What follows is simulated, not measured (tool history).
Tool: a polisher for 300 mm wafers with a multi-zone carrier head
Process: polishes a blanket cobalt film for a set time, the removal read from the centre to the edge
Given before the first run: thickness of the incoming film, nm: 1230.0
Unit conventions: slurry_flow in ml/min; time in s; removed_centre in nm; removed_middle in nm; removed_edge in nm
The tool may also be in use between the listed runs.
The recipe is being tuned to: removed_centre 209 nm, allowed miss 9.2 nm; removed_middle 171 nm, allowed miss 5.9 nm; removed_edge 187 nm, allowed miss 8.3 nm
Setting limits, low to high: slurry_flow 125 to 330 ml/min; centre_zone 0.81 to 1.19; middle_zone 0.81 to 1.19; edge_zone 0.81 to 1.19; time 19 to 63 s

{"run": 1, "day": 0.0, "slurry_flow": 210, "centre_zone": 1, "middle_zone": 1, "edge_zone": 1, "time": 41, "removed_centre": 161.19, "removed_middle": 162.14, "removed_edge": 168.27}
{"run": 2, "day": 0.15, "slurry_flow": 180, "centre_zone": 1, "middle_zone": 1, "edge_zone": 1, "time": 41, "removed_centre": 160.38, "removed_middle": 162.03, "removed_edge": 168.01}
{"run": 3, "day": 0.479, "slurry_flow": 180, "centre_zone": 1.03, "middle_zone": 0.99, "edge_zone": 1.01, "time": 42, "removed_centre": 168.14, "removed_middle": 163.43, "removed_edge": 168.63}
{"run": 4, "day": 0.512, "slurry_flow": 185, "centre_zone": 1.05, "middle_zone": 0.98, "edge_zone": 1.03, "time": 43, "removed_centre": 182.24, "removed_middle": 161.1, "removed_edge": 174.13}
{"run": 5, "day": 0.8, "slurry_flow": 190, "centre_zone": 1.06, "middle_zone": 0.99, "edge_zone": 1.04, "time": 43, "removed_centre": 174.78, "removed_middle": 168.86, "removed_edge": 175.86}
{"run": 6, "day": 0.871, "slurry_flow": 190, "centre_zone": 1, "middle_zone": 0.99, "edge_zone": 1.04, "time": 43, "removed_centre": 169.21, "removed_middle": 166.82, "removed_edge": 181.65}
{"run": 7, "day": 1.229, "slurry_flow": 190, "centre_zone": 1.03, "middle_zone": 0.98, "edge_zone": 1.05, "time": 44, "removed_centre": 178.03, "removed_middle": 168.78, "removed_edge": 187.67}
{"run": 8, "day": 1.417, "slurry_flow": 190, "centre_zone": 1.05, "middle_zone": 0.98, "edge_zone": 1.05, "time": 44, "removed_centre": 185.88, "removed_middle": 168.69, "removed_edge": 181.83}
{"run": 9, "day": 1.467, "slurry_flow": 195, "centre_zone": 1.06, "middle_zone": 0.98, "edge_zone": 1.06, "time": 44, "removed_centre": 187.33, "removed_middle": 168.97, "removed_edge": 184.68}
{"run": 10, "day": 1.738, "slurry_flow": 200, "centre_zone": 1.07, "middle_zone": 0.98, "edge_zone": 1.06, "time": 44, "removed_centre": 184.34, "removed_middle": 170.71, "removed_edge": 186.86}
{"day": 1.867, "done": "edge zone pressure recalibrated"}
{"run": 11, "day": 1.867, "slurry_flow": 195, "centre_zone": 1.09, "middle_zone": 0.97, "edge_zone": 1.06, "time": 44, "removed_centre": 189.28, "removed_middle": 167.22, "removed_edge": 173.31}
{"run": 12, "day": 2.017, "slurry_flow": 195, "centre_zone": 1.1, "middle_zone": 0.97, "edge_zone": 1.08, "time": 44, "removed_centre": 191.53, "removed_middle": 167.05, "removed_edge": 175.52}
{"run": 13, "day": 2.117, "slurry_flow": 195, "centre_zone": 1.1, "middle_zone": 0.96, "edge_zone": 1.09, "time": 44, "removed_centre": 191.34, "removed_middle": 164.53, "removed_edge": 181.41}
{"run": 14, "day": 2.367, "slurry_flow": 195, "centre_zone": 1.11, "middle_zone": 0.96, "edge_zone": 1.1, "time": 44, "removed_centre": 193.09, "removed_middle": 165.21, "removed_edge": 181.15}
{"run": 15, "day": 2.708, "slurry_flow": 195, "centre_zone": 1.12, "middle_zone": 0.96, "edge_zone": 1.11, "time": 44, "removed_centre": 199.18, "removed_middle": 164.24, "removed_edge": 180.58}
{"run": 16, "day": 2.967, "slurry_flow": 195, "centre_zone": 1.12, "middle_zone": 0.96, "edge_zone": 1.12, "time": 44, "removed_centre": 192.66, "removed_middle": 165.86, "removed_edge": 180.23}
{"run": 17, "day": 3.117, "slurry_flow": 200, "centre_zone": 1.13, "middle_zone": 0.96, "edge_zone": 1.12, "time": 44, "removed_centre": 198.46, "removed_middle": 168.39, "removed_edge": 180.69}
{"run": 18, "day": 3.412, "slurry_flow": 200, "centre_zone": 1.13, "middle_zone": 0.96, "edge_zone": 1.13, "time": 44, "removed_centre": 196.59, "removed_middle": 165.81, "removed_edge": 180.03}

Pick the move, out of 4, that brings all results within their allowed miss; only one does.
{"run": "A", "day": 3.708, "slurry_flow": 195, "centre_zone": 1, "middle_zone": 0.88, "edge_zone": 1.17, "time": 49, "removed_centre": "?", "removed_middle": "?", "removed_edge": "?"}
{"run": "B", "day": 3.708, "slurry_flow": 235, "centre_zone": 1.19, "middle_zone": 0.98, "edge_zone": 1.14, "time": 49, "removed_centre": "?", "removed_middle": "?", "removed_edge": "?"}
{"run": "C", "day": 3.708, "slurry_flow": 170, "centre_zone": 1.17, "middle_zone": 0.95, "edge_zone": 1.14, "time": 46, "removed_centre": "?", "removed_middle": "?", "removed_edge": "?"}
{"run": "D", "day": 3.708, "slurry_flow": 205, "centre_zone": 1.14, "middle_zone": 0.94, "edge_zone": 1.16, "time": 41, "removed_centre": "?", "removed_middle": "?", "removed_edge": "?"}

move=A removed_centre=195.07 removed_middle=172.37 removed_edge=208.91
move=B removed_centre=237.46 removed_middle=191.92 removed_edge=208.71
move=C removed_centre=211.11 removed_middle=169.8 removed_edge=191.25
move=D removed_centre=187.4 removed_middle=153.03 removed_edge=174.55
A: lands further from the targets than the last run did
B: the result that was furthest off in the last run now lies on the other side of its target
C: hits every target within its allowed miss
D: lands further from the targets than the last run did
So the answer is move C, the one that meets all the targets.
